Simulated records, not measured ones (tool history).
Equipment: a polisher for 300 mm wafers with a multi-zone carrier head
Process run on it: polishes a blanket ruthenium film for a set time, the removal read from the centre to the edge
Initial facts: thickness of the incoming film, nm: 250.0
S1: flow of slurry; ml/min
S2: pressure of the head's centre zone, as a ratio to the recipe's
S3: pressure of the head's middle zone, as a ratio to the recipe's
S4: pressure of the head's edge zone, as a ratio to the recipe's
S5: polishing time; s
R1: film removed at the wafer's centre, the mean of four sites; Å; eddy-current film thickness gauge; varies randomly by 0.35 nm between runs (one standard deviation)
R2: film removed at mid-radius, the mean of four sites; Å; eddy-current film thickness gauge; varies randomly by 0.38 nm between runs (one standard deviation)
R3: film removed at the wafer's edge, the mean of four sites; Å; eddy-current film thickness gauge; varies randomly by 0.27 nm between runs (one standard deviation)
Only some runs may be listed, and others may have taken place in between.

run,hour,S1,S2,S3,S4,S5,R1,R2,R3
1,0.0,260,1.00,1.00,1.00,78,688.09,684.11,673.26
2,7.4,260,1.00,0.99,0.98,73,646.99,632.95,623.30
3,9.3,260,1.00,0.98,0.96,69,614.95,595.53,579.36
4,15.4,255,0.99,0.96,0.94,66,579.71,563.55,553.60
5,18.5,255,0.99,0.96,0.94,52,458.33,445.16,434.08
6,20.6,250,0.99,0.95,0.93,51,450.89,436.17,428.24

Run 7, settings as shown, results not yet in. Your forecast:
7,28.0,245,0.99,0.94,0.92,51,?,?,?

{"run 7": {"R1": 439.21, "R2": 436.34, "R3": 428.29}}
